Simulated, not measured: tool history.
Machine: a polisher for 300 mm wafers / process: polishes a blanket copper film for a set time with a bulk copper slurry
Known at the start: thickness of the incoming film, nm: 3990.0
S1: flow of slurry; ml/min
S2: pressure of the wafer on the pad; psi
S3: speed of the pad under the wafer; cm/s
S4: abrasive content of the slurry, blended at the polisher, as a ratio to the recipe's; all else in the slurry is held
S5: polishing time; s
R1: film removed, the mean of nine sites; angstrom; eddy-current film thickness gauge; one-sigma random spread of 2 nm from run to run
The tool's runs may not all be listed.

{"run": 1, "hour": 0.0, "S1": 235, "S2": 2.2, "S3": 92, "S4": 1, "S5": 21, "R1": 1489.3}
{"run": 2, "hour": 7.4, "S1": 240, "S2": 2.5, "S3": 96, "S4": 1, "S5": 21, "R1": 1753}
{"run": 3, "hour": 14.8, "S1": 185, "S2": 2.5, "S3": 96, "S4": 1, "S5": 21, "R1": 1726.5}
{"run": 4, "hour": 20.2, "S1": 185, "S2": 2.7, "S3": 100, "S4": 1, "S5": 21, "R1": 1901.8}
{"run": 5, "hour": 28.0, "S1": 190, "S2": 2.9, "S3": 104, "S4": 1, "S5": 21, "R1": 2119.9}
{"run": 6, "hour": 29.0, "S1": 190, "S2": 3, "S3": 108, "S4": 1, "S5": 21, "R1": 2309.7}
{"run": 7, "hour": 29.6, "S1": 195, "S2": 3.1, "S3": 110, "S4": 1, "S5": 21, "R1": 2394.5}
{"run": 8, "hour": 37.0, "S1": 195, "S2": 3.2, "S3": 114, "S4": 1, "S5": 21, "R1": 2604.9}

Run 9 comes next. What will it give?
{"run": 9, "hour": 39.1, "S1": 195, "S2": 3.2, "S3": 114, "S4": 1, "S5": 21, "R1": "?"}

R1: 2558 angstrom
